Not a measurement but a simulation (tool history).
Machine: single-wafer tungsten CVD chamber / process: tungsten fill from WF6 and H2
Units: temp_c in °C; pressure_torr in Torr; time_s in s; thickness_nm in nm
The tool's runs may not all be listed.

{"run": 1, "day": 0.0, "temp_c": 370, "pressure_torr": 44, "time_s": 24.3, "thickness_nm": 46.169}
{"run": 2, "day": 0.15, "temp_c": 370, "pressure_torr": 44, "time_s": 24.3, "thickness_nm": 46.172}
{"run": 3, "day": 0.188, "temp_c": 366, "pressure_torr": 43.9, "time_s": 24.3, "thickness_nm": 41.797}
{"run": 4, "day": 0.45, "temp_c": 366, "pressure_torr": 36.1, "time_s": 24.3, "thickness_nm": 37.062}
{"run": 5, "day": 0.688, "temp_c": 364, "pressure_torr": 36.1, "time_s": 24.3, "thickness_nm": 35.224}
{"run": 6, "day": 0.904, "temp_c": 364, "pressure_torr": 42.7, "time_s": 24.3, "thickness_nm": 39.295}

Predict the results of run 7:
{"run": 7, "day": 1.196, "temp_c": 362, "pressure_torr": 42.7, "time_s": 24.3, "thickness_nm": "?"}

{"run 7": {"thickness_nm": 37.18}}

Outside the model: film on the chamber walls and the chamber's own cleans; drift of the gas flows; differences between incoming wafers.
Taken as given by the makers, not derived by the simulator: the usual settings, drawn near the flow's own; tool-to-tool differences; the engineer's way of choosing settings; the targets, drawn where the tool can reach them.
